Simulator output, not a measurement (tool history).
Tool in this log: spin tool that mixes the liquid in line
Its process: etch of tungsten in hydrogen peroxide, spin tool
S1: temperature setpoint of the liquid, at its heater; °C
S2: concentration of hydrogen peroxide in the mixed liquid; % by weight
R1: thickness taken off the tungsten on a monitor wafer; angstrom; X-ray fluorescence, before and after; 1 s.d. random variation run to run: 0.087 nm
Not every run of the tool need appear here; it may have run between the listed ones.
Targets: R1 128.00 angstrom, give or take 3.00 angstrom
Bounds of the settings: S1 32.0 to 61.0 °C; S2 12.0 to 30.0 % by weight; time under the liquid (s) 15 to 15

run 1 hour=0.0 | S1=45.0 S2=21.5 time_under_the_liquid_(s)=15 | R1=180.73
run 2 hour=4.2 | S1=47.5 S2=21.5 time_under_the_liquid_(s)=15 | R1=208.77
run 3 hour=10.6 | S1=47.5 S2=19.0 time_under_the_liquid_(s)=15 | R1=199.39
run 4 hour=18.6 | S1=45.5 S2=19.0 time_under_the_liquid_(s)=15 | R1=173.96
run 5 hour=23.5 | S1=44.0 S2=19.0 time_under_the_liquid_(s)=15 | R1=159.49
run 6 hour=32.4 | S1=44.0 S2=23.5 time_under_the_liquid_(s)=15 | R1=177.39
run 7 hour=35.5 | S1=42.5 S2=23.5 time_under_the_liquid_(s)=15 | R1=158.95
run 8 hour=36.2 | S1=41.5 S2=23.5 time_under_the_liquid_(s)=15 | R1=150.81
run 9 hour=39.6 | S1=41.0 S2=23.5 time_under_the_liquid_(s)=15 | R1=145.76
run 10 hour=40.9 | S1=40.5 S2=23.5 time_under_the_liquid_(s)=15 | R1=138.70

Which one of the following 5 next-run settings gets every result inside its allowed miss? There is exactly one.
run A hour=42.2 | S1=38.5 S2=25.5 time_under_the_liquid_(s)=15 | R1=?
run B hour=42.2 | S1=40.5 S2=25.0 time_under_the_liquid_(s)=15 | R1=?
run C hour=42.2 | S1=39.5 S2=25.0 time_under_the_liquid_(s)=15 | R1=?
run D hour=42.2 | S1=40.0 S2=23.0 time_under_the_liquid_(s)=15 | R1=?
run E hour=42.2 | S1=40.5 S2=21.0 time_under_the_liquid_(s)=15 | R1=?

move=A R1=129.52
move=B R1=146.13
move=C R1=136.93
move=D R1=135.69
move=E R1=133.93
A: meets every target
B: misses by more than the last run did
C: closer than the last run, but not yet in spec
D: closer than the last run, but not yet in spec
E: closer than the last run, but not yet in spec
A is the move that brings every result within its allowed miss.
